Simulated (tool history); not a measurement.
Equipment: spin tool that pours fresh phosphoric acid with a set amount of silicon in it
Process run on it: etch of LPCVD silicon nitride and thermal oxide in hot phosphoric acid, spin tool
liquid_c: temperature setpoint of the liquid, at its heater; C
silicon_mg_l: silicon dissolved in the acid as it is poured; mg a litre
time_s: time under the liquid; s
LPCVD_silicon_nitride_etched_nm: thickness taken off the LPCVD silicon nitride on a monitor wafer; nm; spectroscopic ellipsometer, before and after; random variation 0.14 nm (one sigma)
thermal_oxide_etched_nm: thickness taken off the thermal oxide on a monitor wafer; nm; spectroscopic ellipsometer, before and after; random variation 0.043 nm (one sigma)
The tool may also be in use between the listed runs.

run,hour,liquid_c,silicon_mg_l,time_s,LPCVD_silicon_nitride_etched_nm,thermal_oxide_etched_nm
1,0,163,19,180,16.385,0.45779
2,5.3,164,19,185,17.374,0.46464
3,10.4,165,19,185,17.86,0.53996
4,17.8,165,9,185,18.018,0.66664
5,19.7,165.5,11,185,18.232,0.59171
6,21.9,165.5,11,255,24.884,0.80889

For run 7, what comes out?
7,22.8,163,2,240,?,?

For run 7 the tool returned LPCVD_silicon_nitride_etched_nm 21.481 nm, thermal_oxide_etched_nm 0.90434 nm.
